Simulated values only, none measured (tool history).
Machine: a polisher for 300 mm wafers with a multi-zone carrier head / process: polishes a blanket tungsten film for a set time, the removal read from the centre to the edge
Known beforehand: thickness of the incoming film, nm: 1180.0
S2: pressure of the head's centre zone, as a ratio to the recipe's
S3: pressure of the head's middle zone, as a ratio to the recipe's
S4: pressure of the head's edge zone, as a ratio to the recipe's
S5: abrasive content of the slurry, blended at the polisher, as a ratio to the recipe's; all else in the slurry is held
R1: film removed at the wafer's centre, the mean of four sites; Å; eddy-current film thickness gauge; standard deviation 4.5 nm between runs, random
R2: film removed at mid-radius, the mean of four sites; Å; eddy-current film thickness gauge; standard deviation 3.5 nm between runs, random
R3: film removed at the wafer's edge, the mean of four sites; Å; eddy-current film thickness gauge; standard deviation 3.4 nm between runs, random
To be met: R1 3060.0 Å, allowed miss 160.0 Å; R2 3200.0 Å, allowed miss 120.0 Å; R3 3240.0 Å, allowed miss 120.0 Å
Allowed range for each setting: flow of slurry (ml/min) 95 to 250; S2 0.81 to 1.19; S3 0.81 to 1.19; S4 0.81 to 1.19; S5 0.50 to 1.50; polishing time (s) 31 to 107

Run 1, hour 0.0: flow of slurry (ml/min) 160, S2 1.00, S3 1.00, S4 1.00, S5 1.00, polishing time (s) 69. Result: R1 3889.0 Å, R2 3976.2 Å, R3 4112.0 Å.
Run 2, hour 7.3: flow of slurry (ml/min) 160, S2 1.04, S3 1.00, S4 1.00, S5 1.00, polishing time (s) 69. Result: R1 4155.9 Å, R2 3974.7 Å, R3 4078.0 Å.
Run 3, hour 10.7: flow of slurry (ml/min) 155, S2 1.03, S3 1.00, S4 0.98, S5 0.95, polishing time (s) 68. Result: R1 3925.2 Å, R2 3860.7 Å, R3 3974.3 Å.
Run 4, hour 15.0: flow of slurry (ml/min) 155, S2 1.03, S3 1.00, S4 0.98, S5 0.95, polishing time (s) 54. Result: R1 3060.9 Å, R2 3049.8 Å, R3 3151.1 Å.
Run 5, hour 18.9: flow of slurry (ml/min) 155, S2 1.03, S3 1.00, S4 0.98, S5 0.95, polishing time (s) 60. Result: R1 3439.0 Å, R2 3419.9 Å, R3 3511.0 Å.
Run 6, hour 25.9: flow of slurry (ml/min) 140, S2 1.03, S3 1.00, S4 0.98, S5 0.95, polishing time (s) 60. Result: R1 3473.7 Å, R2 3289.9 Å, R3 3439.2 Å.
Run 7, hour 27.5: flow of slurry (ml/min) 140, S2 1.02, S3 1.00, S4 0.97, S5 0.95, polishing time (s) 60. Result: R1 3404.1 Å, R2 3333.3 Å, R3 3393.5 Å.
Run 8, hour 29.7: flow of slurry (ml/min) 140, S2 1.01, S3 1.00, S4 0.97, S5 0.95, polishing time (s) 60. Result: R1 3288.7 Å, R2 3306.8 Å, R3 3413.8 Å.
Run 9, hour 36.0: flow of slurry (ml/min) 135, S2 1.01, S3 1.00, S4 0.96, S5 0.95, polishing time (s) 60. Result: R1 3288.9 Å, R2 3270.8 Å, R3 3395.9 Å.
Run 10, hour 38.6: flow of slurry (ml/min) 135, S2 1.01, S3 1.00, S4 0.95, S5 0.95, polishing time (s) 60. Result: R1 3297.1 Å, R2 3287.1 Å, R3 3378.0 Å.
Run 11, hour 40.0: flow of slurry (ml/min) 135, S2 1.01, S3 1.00, S4 0.94, S5 0.95, polishing time (s) 60. Result: R1 3265.9 Å, R2 3245.2 Å, R3 3329.4 Å.
Run 12, hour 41.3: flow of slurry (ml/min) 135, S2 1.00, S3 1.00, S4 0.94, S5 0.95, polishing time (s) 60. Result: R1 3252.0 Å, R2 3294.8 Å, R3 3319.4 Å.
Run 13, hour 42.9: flow of slurry (ml/min) 135, S2 0.99, S3 1.00, S4 0.94, S5 0.95, polishing time (s) 60. Result: R1 3211.8 Å, R2 3297.3 Å, R3 3332.2 Å.

Exercise: of the 4 proposed moves below, exactly one satisfies all targets within the stated allowed misses. Which move is it?
Run A, hour 44.5: flow of slurry (ml/min) 105, S2 1.09, S3 0.98, S4 0.91, S5 0.90, polishing time (s) 65. Result: R1 ?, R2 ?, R3 ?.
Run B, hour 44.5: flow of slurry (ml/min) 140, S2 0.95, S3 1.00, S4 0.92, S5 1.40, polishing time (s) 52. Result: R1 ?, R2 ?, R3 ?.
Run C, hour 44.5: flow of slurry (ml/min) 155, S2 0.97, S3 0.91, S4 0.94, S5 1.10, polishing time (s) 60. Result: R1 ?, R2 ?, R3 ?.
Run D, hour 44.5: flow of slurry (ml/min) 150, S2 1.02, S3 0.97, S4 1.06, S5 1.20, polishing time (s) 55. Result: R1 ?, R2 ?, R3 ?.

move      R1      R2      R3
   A  3647.0  3279.1  3345.7
   B  3080.3  3204.9  3163.5
   C  3484.7  3284.6  3517.0
   D  3414.4  3219.6  3476.1
A: lands further from the targets than the last run did
B: every result lands within tolerance
C: lands further from the targets than the last run did
D: lands further from the targets than the last run did
B is the move that brings every result within its allowed miss.
